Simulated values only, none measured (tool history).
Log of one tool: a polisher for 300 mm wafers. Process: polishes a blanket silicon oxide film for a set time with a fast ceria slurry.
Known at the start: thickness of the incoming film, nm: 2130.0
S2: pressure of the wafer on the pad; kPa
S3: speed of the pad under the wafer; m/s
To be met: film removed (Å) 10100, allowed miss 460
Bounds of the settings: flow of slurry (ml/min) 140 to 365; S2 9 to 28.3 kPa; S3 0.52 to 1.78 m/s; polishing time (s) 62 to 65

Run 1, day 0: flow of slurry (ml/min) 235, S2 18.6 kPa, S3 1.14 m/s, polishing time (s) 62. Result: film removed (Å) 12746.
Run 2, day 0.229: flow of slurry (ml/min) 235, S2 22.8 kPa, S3 1.14 m/s, polishing time (s) 62. Result: film removed (Å) 14895.
Run 3, day 0.267: flow of slurry (ml/min) 235, S2 22.8 kPa, S3 1.14 m/s, polishing time (s) 65. Result: film removed (Å) 15686.
Run 4, day 0.492: flow of slurry (ml/min) 235, S2 26.9 kPa, S3 1.14 m/s, polishing time (s) 65. Result: film removed (Å) 17708.
Run 5, day 0.771: flow of slurry (ml/min) 235, S2 26.9 kPa, S3 1.38 m/s, polishing time (s) 65. Result: film removed (Å) 21246.
Run 6, day 1.012: flow of slurry (ml/min) 235, S2 24.1 kPa, S3 1.32 m/s, polishing time (s) 65. Result: film removed (Å) 18700.
Run 7, day 1.058: flow of slurry (ml/min) 235, S2 21.4 kPa, S3 1.28 m/s, polishing time (s) 65. Result: film removed (Å) 16544.
Run 8, day 1.279: flow of slurry (ml/min) 235, S2 19.3 kPa, S3 1.24 m/s, polishing time (s) 65. Result: film removed (Å) 14878.
Run 9, day 1.558: flow of slurry (ml/min) 235, S2 17.9 kPa, S3 1.22 m/s, polishing time (s) 65. Result: film removed (Å) 13873.
Run 10, day 1.646: flow of slurry (ml/min) 235, S2 13.1 kPa, S3 1.18 m/s, polishing time (s) 65. Result: film removed (Å) 10593.

4 next moves are on the table. One of them brings every result within its allowed miss. Which?
Run A, day 1.733: flow of slurry (ml/min) 220, S2 14.5 kPa, S3 1 m/s, polishing time (s) 65. Result: film removed (Å) ?.
Run B, day 1.733: flow of slurry (ml/min) 210, S2 12.4 kPa, S3 1.14 m/s, polishing time (s) 62. Result: film removed (Å) ?.
Run C, day 1.733: flow of slurry (ml/min) 245, S2 12.4 kPa, S3 1.12 m/s, polishing time (s) 62. Result: film removed (Å) ?.
Run D, day 1.733: flow of slurry (ml/min) 235, S2 11 kPa, S3 1.18 m/s, polishing time (s) 63. Result: film removed (Å) ?.

move  film removed (Å)
   A            9845.1
   B            9277.8
   C            9307.6
   D              9057
A: meets every target
B: takes the result that was furthest off past its target
C: takes the result that was furthest off past its target
D: takes the result that was furthest off past its target
Move A is the one to make.

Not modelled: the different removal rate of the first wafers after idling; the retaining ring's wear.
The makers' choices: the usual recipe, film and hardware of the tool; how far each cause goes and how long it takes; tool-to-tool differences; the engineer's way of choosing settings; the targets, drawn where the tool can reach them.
